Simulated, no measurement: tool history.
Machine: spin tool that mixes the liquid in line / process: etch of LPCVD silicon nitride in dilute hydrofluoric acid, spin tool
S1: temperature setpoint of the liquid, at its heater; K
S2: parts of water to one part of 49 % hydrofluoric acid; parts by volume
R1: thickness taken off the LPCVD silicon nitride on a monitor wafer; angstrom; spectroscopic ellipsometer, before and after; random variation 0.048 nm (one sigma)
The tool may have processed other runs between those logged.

{"run": 1, "hour": 0.0, "S1": 294.15, "S2": 65, "time under the liquid (s)": 285, "R1": 15.705}
{"run": 2, "hour": 7.5, "S1": 294.15, "S2": 65, "time under the liquid (s)": 285, "R1": 14.979}
{"run": 3, "hour": 8.1, "S1": 292.65, "S2": 65, "time under the liquid (s)": 285, "R1": 14.015}
{"run": 4, "hour": 15.7, "S1": 293.65, "S2": 65, "time under the liquid (s)": 285, "R1": 14.625}
{"run": 5, "hour": 18.3, "S1": 293.65, "S2": 65, "time under the liquid (s)": 305, "R1": 16.143}
{"run": 6, "hour": 24.4, "S1": 294.65, "S2": 65, "time under the liquid (s)": 305, "R1": 17.587}
{"run": 7, "hour": 26.6, "S1": 295.15, "S2": 65, "time under the liquid (s)": 305, "R1": 17.602}

Forecast run 8:
{"run": 8, "hour": 31.9, "S1": 295.65, "S2": 65, "time under the liquid (s)": 305, "R1": "?"}

Logged for run 8: R1 18.180 angstrom.
